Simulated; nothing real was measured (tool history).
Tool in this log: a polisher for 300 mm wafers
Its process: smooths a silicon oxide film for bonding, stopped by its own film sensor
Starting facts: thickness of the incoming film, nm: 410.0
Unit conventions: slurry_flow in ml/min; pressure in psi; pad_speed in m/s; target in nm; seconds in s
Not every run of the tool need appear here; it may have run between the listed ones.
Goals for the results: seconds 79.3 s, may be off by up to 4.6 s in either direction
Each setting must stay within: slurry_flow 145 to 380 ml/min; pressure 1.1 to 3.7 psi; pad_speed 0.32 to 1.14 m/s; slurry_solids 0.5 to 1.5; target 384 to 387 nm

run	hour	slurry_flow	pressure	pad_speed	slurry_solids	target	seconds
1	0	245	2.4	0.72	1	384	41.509
2	7.9	245	2.2	0.7	1	384	44.385
3	12.5	245	2.2	0.7	0.85	384	47.792
4	18	245	2.2	0.76	0.85	384	45.479
5	19.7	245	2.2	0.76	1	384	43.237
6	21.4	245	2.1	0.74	1	384	45.253
7	21.9	245	2	0.72	1	384	46.906
8	30.6	245	1.9	0.68	1	384	50.141
9	39.4	245	1.8	0.66	1	384	52.651

Which one of the following 4 next-run settings gets every result inside its allowed miss? There is exactly one.
A	48.2	340	1.3	0.5	1.05	387	?
B	48.2	200	1.3	0.54	1.15	384	?
C	48.2	240	1.1	0.72	1	384	?
D	48.2	315	1.6	0.32	1	384	?

move	seconds
A	63.65
B	69.286
C	68.424
D	79.194
A: closes in on the targets versus the last run, not all within tolerance yet
B: closes in on the targets versus the last run, not all within tolerance yet
C: closes in on the targets versus the last run, not all within tolerance yet
D: hits every target within its allowed miss
Answer: D
